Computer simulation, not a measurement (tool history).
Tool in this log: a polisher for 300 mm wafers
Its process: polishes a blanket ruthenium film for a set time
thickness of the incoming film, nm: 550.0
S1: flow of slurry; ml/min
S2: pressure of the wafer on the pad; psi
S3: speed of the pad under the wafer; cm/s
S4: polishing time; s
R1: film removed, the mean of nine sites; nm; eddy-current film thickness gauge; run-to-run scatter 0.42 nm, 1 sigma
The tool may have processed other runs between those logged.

{"run": 1, "hour": 0.0, "S1": 165, "S2": 2.6, "S3": 102, "S4": 29, "R1": 34.632}
{"run": 2, "hour": 0.8, "S1": 170, "S2": 2.7, "S3": 102, "S4": 29, "R1": 36.343}
{"run": 3, "hour": 4.8, "S1": 170, "S2": 2.7, "S3": 86, "S4": 29, "R1": 30.711}
{"run": 4, "hour": 13.0, "S1": 170, "S2": 2.7, "S3": 86, "S4": 29, "R1": 30.83}
{"run": 5, "hour": 14.3, "S1": 170, "S2": 2.4, "S3": 86, "S4": 29, "R1": 27.683}
{"run": 6, "hour": 15.7, "S1": 170, "S2": 2.9, "S3": 86, "S4": 29, "R1": 33.216}
{"run": 7, "hour": 18.5, "S1": 175, "S2": 3, "S3": 86, "S4": 29, "R1": 34.246}

Run 8 comes next. What will it give?
{"hour": 21.3, "done": "slurry nozzle cleaned"}
{"run": 8, "hour": 21.3, "S1": 175, "S2": 3.1, "S3": 86, "S4": 29, "R1": "?"}

For run 8 the tool returned R1 36.438 nm.
